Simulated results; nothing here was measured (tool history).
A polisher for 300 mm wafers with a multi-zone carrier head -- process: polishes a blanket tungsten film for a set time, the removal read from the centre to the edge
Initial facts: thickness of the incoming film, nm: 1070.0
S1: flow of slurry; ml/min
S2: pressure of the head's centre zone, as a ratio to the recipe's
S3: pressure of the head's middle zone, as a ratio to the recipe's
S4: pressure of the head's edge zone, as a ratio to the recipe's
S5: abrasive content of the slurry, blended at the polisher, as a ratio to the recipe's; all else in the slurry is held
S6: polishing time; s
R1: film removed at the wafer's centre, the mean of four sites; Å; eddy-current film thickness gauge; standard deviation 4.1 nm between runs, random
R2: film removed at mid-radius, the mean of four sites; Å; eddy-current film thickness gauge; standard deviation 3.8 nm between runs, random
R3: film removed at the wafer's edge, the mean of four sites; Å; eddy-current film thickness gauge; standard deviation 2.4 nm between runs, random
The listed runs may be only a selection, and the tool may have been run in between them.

| run | hour | S1 | S2 | S3 | S4 | S5 | S6 | R1 | R2 | R3 |
|---|---|---|---|---|---|---|---|---|---|---|
| 1 | 0.0 | 135 | 1.00 | 1.00 | 1.00 | 1.0 | 81 | 3484.8 | 3589.4 | 3621.2 |
| 2 | 6.3 | 150 | 1.04 | 0.96 | 1.01 | 1.0 | 81 | 3737.1 | 3516.9 | 3674.9 |
| 3 | 10.2 | 150 | 1.04 | 1.01 | 1.01 | 1.0 | 81 | 3731.2 | 3608.4 | 3737.4 |
| 4 | 13.8 | 150 | 0.98 | 1.01 | 1.01 | 1.0 | 81 | 3560.6 | 3650.5 | 3691.8 |
| 5 | 18.5 | 150 | 0.98 | 1.01 | 1.01 | 1.1 | 81 | 3655.6 | 3732.4 | 3796.2 |
| 6 | 24.9 | 165 | 1.02 | 0.97 | 1.02 | 1.1 | 81 | 3872.5 | 3680.9 | 3820.1 |
| 7 | 25.8 | 175 | 1.05 | 0.94 | 1.04 | 1.1 | 81 | 3968.0 | 3599.7 | 3903.6 |

Expected results for the next run?
| 8 | 26.4 | 180 | 1.08 | 0.92 | 1.04 | 1.1 | 81 | ? | ? | ? |

Logged for run 8: R1 4092.8 Å, R2 3578.6 Å, R3 3904.1 Å.
